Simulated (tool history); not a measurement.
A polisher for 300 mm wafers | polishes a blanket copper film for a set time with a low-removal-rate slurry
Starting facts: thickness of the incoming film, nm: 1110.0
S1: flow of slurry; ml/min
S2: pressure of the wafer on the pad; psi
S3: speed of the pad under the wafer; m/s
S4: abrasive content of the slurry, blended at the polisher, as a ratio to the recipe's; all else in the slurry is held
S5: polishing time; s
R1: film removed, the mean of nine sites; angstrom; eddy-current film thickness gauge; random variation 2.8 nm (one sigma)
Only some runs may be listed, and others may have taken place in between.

Run 1, hour 0: S1 210 ml/min, S2 2.7 psi, S3 0.92 m/s, S4 1, S5 53 s. Result: R1 1293 angstrom.
Run 2, hour 8.2: S1 210 ml/min, S2 2.7 psi, S3 0.92 m/s, S4 1, S5 53 s. Result: R1 1294.6 angstrom.
Run 3, hour 15.1: S1 210 ml/min, S2 2.5 psi, S3 0.92 m/s, S4 1, S5 53 s. Result: R1 1212.9 angstrom.
Run 4, hour 21.4: S1 210 ml/min, S2 2.8 psi, S3 0.94 m/s, S4 1, S5 53 s. Result: R1 1345.6 angstrom.
Run 5, hour 23.9: S1 210 ml/min, S2 2.8 psi, S3 1.08 m/s, S4 1, S5 53 s. Result: R1 1548.8 angstrom.
Run 6, hour 27.3: S1 210 ml/min, S2 3 psi, S3 1.08 m/s, S4 1, S5 53 s. Result: R1 1652.6 angstrom.
Run 7, hour 34.5: S1 210 ml/min, S2 3.1 psi, S3 1.08 m/s, S4 1, S5 53 s. Result: R1 1771.7 angstrom.

Run 8, settings as shown, results not yet in. Your forecast:
Run 8, hour 39.8: S1 210 ml/min, S2 3.1 psi, S3 1.08 m/s, S4 1, S5 53 s. Result: R1 ?.

{"run 8": {"R1": 1711}}

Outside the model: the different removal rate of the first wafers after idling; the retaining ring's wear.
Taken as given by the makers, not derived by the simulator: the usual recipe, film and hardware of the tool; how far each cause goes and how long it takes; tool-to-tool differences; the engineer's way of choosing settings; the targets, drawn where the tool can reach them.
